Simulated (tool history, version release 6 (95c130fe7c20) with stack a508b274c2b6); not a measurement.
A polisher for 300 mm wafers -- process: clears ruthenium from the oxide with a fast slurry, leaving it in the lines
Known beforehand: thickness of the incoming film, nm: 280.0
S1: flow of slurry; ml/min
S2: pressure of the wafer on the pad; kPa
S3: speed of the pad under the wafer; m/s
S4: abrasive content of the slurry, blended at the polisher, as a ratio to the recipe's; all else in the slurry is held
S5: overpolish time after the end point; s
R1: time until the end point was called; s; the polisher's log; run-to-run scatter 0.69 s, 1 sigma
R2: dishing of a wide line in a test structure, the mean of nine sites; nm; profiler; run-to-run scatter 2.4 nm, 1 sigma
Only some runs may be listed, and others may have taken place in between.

run	hour	S1	S2	S3	S4	S5	R1	R2
1	0.0	140	20.0	1.28	1.0	30	60.277	94.344
2	4.1	140	20.7	1.28	1.0	32	58.511	97.734
3	5.8	140	20.7	1.28	1.0	34	58.011	107.790
4	7.5	140	20.7	1.28	1.0	35	59.075	110.350
5	15.9	140	25.5	1.28	1.0	35	46.717	127.590
6	21.5	140	24.8	1.28	1.0	36	48.073	121.430
7	29.4	140	24.8	1.28	1.0	37	48.330	128.540

Forecast run 8:
8	31.1	140	24.8	1.28	1.0	38	?	?

{"run 8": {"R1": 48.115, "R2": 131.39}}
